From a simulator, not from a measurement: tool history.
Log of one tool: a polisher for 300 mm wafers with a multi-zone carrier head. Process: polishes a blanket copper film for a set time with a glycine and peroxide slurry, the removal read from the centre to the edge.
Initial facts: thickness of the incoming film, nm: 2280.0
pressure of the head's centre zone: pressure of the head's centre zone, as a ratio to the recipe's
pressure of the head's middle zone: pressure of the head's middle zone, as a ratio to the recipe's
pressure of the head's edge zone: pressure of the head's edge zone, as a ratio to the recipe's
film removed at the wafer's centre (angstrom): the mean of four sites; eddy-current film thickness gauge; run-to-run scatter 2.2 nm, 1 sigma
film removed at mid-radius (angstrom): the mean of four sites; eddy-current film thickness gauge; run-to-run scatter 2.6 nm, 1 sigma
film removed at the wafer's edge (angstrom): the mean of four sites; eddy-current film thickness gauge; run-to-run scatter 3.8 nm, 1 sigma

run,hour,flow of slurry (ml/min),pressure of the head's centre zone,pressure of the head's middle zone,pressure of the head's edge zone,polishing time (s),film removed at the wafer's centre (angstrom),film removed at mid-radius (angstrom),film removed at the wafer's edge (angstrom)
1,0,275,1,1,1,76,3909.4,3948,4010.7
2,9,280,1.01,1.01,0.95,72,3793.3,3786.2,3602.6
3,16.4,280,1.01,1.01,0.95,79,4127.3,4143.2,3970.2
4,22.6,285,1,1,0.91,76,3930.5,4022.2,3807.5
5,25.5,285,1,0.94,0.91,76,3982,3804.1,3807.8
6,33.5,280,1,0.95,0.88,73,3830.5,3640.5,3644.8
7,35.5,290,1.01,0.97,0.86,70,3722.2,3540.9,3391.8

Predict the results of run 8:
8,38.1,290,1.01,0.98,0.85,68,?,?,?

Run 8 gave film removed at the wafer's centre (angstrom) 3602, film removed at mid-radius (angstrom) 3496, film removed at the wafer's edge (angstrom) 3215.7.
